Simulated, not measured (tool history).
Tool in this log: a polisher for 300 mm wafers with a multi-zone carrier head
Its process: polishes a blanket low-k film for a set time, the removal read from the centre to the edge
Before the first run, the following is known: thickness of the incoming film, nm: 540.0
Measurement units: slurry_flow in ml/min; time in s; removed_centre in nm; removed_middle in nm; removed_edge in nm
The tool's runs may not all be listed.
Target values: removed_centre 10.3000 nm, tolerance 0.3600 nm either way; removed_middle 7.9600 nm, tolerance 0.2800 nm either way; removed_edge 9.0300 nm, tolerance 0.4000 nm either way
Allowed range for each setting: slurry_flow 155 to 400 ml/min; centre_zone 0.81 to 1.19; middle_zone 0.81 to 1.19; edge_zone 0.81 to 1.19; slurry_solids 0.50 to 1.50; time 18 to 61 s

run,day,slurry_flow,centre_zone,middle_zone,edge_zone,slurry_solids,time,removed_centre,removed_middle,removed_edge
1,0.000,255,1.00,1.00,1.00,1.00,39,12.6560,12.6630,13.3830
2,0.162,255,1.00,1.00,1.00,1.00,35,11.6300,11.4800,11.7140
3,0.404,255,1.02,0.97,0.98,0.90,35,11.1100,10.5340,11.1410
4,0.704,255,1.04,0.95,0.96,0.85,35,10.9920,10.2700,10.6120
5,0.950,255,1.04,0.95,0.99,0.85,35,11.0330,10.1790,10.7970
6,1.167,255,0.98,0.95,0.99,0.85,35,10.4510,10.1630,10.8350
# day 1.404: slurry nozzle cleaned
7,1.404,255,1.01,0.92,0.98,0.80,35,11.2520,9.9565,11.0510
8,1.554,250,1.02,0.91,0.97,0.75,35,10.5620,9.7218,10.3570
9,1.617,255,1.04,0.89,0.97,0.70,35,10.4940,9.0780,10.0940
10,1.650,255,1.05,0.88,0.96,0.65,35,10.0660,8.6846,9.5082

Next run, 4 choices. One meets every target within its allowed miss, the rest don't. Which?
A,1.683,245,1.00,0.94,0.92,0.85,31,?,?,?
B,1.683,265,1.07,0.81,1.11,0.65,34,?,?,?
C,1.683,265,1.00,0.81,1.01,0.65,36,?,?,?
D,1.683,260,1.11,0.81,0.93,0.80,30,?,?,?

move,removed_centre,removed_middle,removed_edge
A,9.9007,9.3784,9.8588
B,10.0250,8.0335,10.2010
C,9.9148,8.5104,10.3060
D,10.3710,8.0121,9.3388
A: further off than the last run
B: brings the last run's worst result on target, with another outside its allowed miss
C: further off than the last run
D: every result within its allowed miss
Answer: D

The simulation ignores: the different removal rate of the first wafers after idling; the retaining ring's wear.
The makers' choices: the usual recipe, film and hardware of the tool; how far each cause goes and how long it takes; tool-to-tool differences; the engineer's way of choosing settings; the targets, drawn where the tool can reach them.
